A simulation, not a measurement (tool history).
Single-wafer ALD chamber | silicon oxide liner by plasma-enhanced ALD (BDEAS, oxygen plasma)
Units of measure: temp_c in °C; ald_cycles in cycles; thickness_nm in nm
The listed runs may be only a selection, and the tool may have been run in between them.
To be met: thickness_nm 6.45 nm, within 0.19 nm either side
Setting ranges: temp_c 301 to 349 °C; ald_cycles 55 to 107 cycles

run	hour	temp_c	ald_cycles	thickness_nm
1	0	325	81	7.5658
2	2	325	78	7.3094
3	7.8	317	78	7.4748
4	13.6	318	75	7.0835
5	20.6	318	74	6.9987
6	22.4	327	74	6.9652
7	29.9	327	73	6.8507
8	37	327	72	6.7502

Which one of the following 5 next-run settings gets every result inside its allowed miss? There is exactly one.
A	44.1	328	63	?
B	44.1	329	74	?
C	44.1	304	71	?
D	44.1	322	68	?
E	44.1	324	75	?

move	thickness_nm
A	5.9094
B	6.9308
C	6.9423
D	6.4362
E	7.0775
A: the result that was furthest off in the last run now lies on the other side of its target
B: the biggest miss grows against the last run
C: the biggest miss grows against the last run
D: hits every target within its allowed miss
E: the biggest miss grows against the last run
Answer: D

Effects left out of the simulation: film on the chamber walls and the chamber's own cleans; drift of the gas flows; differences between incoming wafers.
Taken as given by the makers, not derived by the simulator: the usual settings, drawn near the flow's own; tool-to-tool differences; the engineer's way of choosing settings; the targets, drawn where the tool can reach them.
